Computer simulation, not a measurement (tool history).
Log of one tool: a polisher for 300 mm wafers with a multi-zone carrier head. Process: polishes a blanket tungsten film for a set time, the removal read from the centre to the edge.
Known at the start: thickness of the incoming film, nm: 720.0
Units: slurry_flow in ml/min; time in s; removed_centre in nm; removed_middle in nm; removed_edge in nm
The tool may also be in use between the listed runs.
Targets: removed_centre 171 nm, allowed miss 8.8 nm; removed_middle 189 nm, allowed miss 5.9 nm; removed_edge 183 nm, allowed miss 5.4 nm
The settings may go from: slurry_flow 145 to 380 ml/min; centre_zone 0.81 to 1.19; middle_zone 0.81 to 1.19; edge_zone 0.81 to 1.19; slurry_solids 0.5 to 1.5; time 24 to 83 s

run    day  slurry_flow  centre_zone  middle_zone  edge_zone  slurry_solids  time  removed_centre  removed_middle  removed_edge
  1      0          245            1            1          1              1    53           219.2          219.64        213.22
  2  0.308          245            1            1       1.06              1    53          221.93           217.5         224.9
  3  0.342          235         0.96         0.97       1.01           0.95    53          204.24          208.82        215.88
  4  0.446          235         0.96         1.06       1.01           0.95    53          203.95          224.09        214.06
  5  0.804          235         0.96          1.1       1.01           0.95    53          203.06          231.46        212.43
  6  1.117          225         0.95         1.06       0.97           0.85    53          190.93           214.4        198.81
  7  1.392          215         0.94         1.03       0.95           0.85    53          190.42          210.39        196.16
  8  1.521          210         0.92         1.01       0.94            0.8    53          178.76             202        191.82
  9  1.796          205         0.92            1       0.93            0.8    53           177.2          198.19        188.11
 10  2.142          195         0.92         0.99       0.93            0.8    53           178.5          197.32        187.44

5 next moves are on the table. One of them brings every result within its allowed miss. Which?
  A  2.488          205         0.98         1.02       0.93           0.75    55               ?               ?             ?
  B  2.488          145         0.98         1.01       0.93            1.1    50               ?               ?             ?
  C  2.488          260         0.92         1.01       0.97           0.95    46               ?               ?             ?
  D  2.488          215         0.84         1.08       0.94            0.8    52               ?               ?             ?
  E  2.488          265         0.87         1.04          1           0.75    53               ?               ?             ?

move  removed_centre  removed_middle  removed_edge
   A          193.89          201.18        195.02
   B          190.04          196.89        195.42
   C           171.8          187.54        185.61
   D          162.78          206.15        190.71
   E          172.15          203.44        199.07
A: further off than the last run
B: further off than the last run
C: meets every target
D: further off than the last run
E: further off than the last run
The right move is C.
